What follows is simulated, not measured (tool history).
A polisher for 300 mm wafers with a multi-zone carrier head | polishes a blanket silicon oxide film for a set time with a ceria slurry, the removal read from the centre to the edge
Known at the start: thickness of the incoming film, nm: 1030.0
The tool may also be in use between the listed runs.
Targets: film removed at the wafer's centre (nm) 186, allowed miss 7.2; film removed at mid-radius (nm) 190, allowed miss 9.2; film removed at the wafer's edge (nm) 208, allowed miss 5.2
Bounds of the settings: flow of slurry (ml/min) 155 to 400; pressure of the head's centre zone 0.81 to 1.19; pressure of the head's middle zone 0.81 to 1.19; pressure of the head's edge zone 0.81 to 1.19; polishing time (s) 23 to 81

run  hour  flow of slurry (ml/min)  pressure of the head's centre zone  pressure of the head's middle zone  pressure of the head's edge zone  polishing time (s)  film removed at the wafer's centre (nm)  film removed at mid-radius (nm)  film removed at the wafer's edge (nm)
  1     0                      255                                   1                                   1                                 1                  52                                   139.73                           144.39                                 141.41
  2   1.2                      255                                   1                                   1                              1.04                  52                                   142.25                           146.56                                 145.96
  3   1.9                      220                                   1                                   1                              1.04                  52                                   136.07                           147.06                                 143.58
  4   9.6                      235                                   1                                0.99                              1.09                  56                                   145.88                           156.63                                 158.17
  5    11                      255                                1.01                                0.98                              1.12                  60                                   160.71                           164.49                                 172.63
  6  13.9                      270                                1.01                                0.98                              1.14                  63                                   171.14                           176.68                                 184.54
       22  -- worn pad replaced by a new one
  7    22                      280                                   1                                0.94                              1.19                  69                                   209.32                           207.84                                 231.02
  8  25.7                      210                                0.98                                0.94                              1.13                  68                                   197.42                           195.94                                 218.84
  9  30.3                      210                                0.98                                0.94                              1.13                  68                                   195.29                           201.17                                 217.11
 10  36.6                      210                                0.98                                0.94                              1.14                  67                                   188.67                           193.32                                 215.63

Which of these 4 next moves meets every target?
  A  42.9                      170                                1.01                                0.97                              1.19                  65                                        ?                                ?                                      ?
  B  42.9                      245                                0.91                                0.81                              1.19                  68                                        ?                                ?                                      ?
  C  42.9                      270                                1.07                                0.96                              1.06                  61                                        ?                                ?                                      ?
  D  42.9                      200                                0.93                                 0.9                              1.16                  68                                        ?                                ?                                      ?

move  film removed at the wafer's centre (nm)  film removed at mid-radius (nm)  film removed at the wafer's edge (nm)
   A                                   180.31                           188.97                                 206.51
   B                                   179.45                           179.19                                 224.78
   C                                   192.01                           186.86                                  193.3
   D                                   178.32                           190.39                                 217.79
A: meets every target
B: further off than the last run
C: takes the result that was furthest off past its target
D: further off than the last run
The right move is A.
